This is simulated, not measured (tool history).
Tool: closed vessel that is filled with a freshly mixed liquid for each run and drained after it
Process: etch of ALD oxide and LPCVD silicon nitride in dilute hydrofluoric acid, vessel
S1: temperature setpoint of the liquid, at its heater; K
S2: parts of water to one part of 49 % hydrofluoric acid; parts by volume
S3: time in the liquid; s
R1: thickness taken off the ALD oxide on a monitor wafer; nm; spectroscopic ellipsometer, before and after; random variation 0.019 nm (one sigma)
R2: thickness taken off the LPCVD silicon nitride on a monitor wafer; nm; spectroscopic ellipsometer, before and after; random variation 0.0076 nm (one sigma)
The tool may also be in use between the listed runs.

run,hour,S1,S2,S3,R1,R2
1,0.0,295.15,165,210,22.2730,0.58409
2,4.6,294.65,180,200,18.8430,0.48653
3,7.2,294.15,190,190,16.3400,0.44880
4,10.2,293.65,200,180,14.2460,0.40042
5,17.6,295.15,200,180,15.1720,0.38836
6,23.8,294.65,210,170,13.2730,0.34688
7,24.8,294.15,220,165,11.8620,0.32129

Run 8 comes next. What will it give?
8,33.5,290.15,285,90,?,?

R1: 4.0876 nm
R2: 0.10674 nm
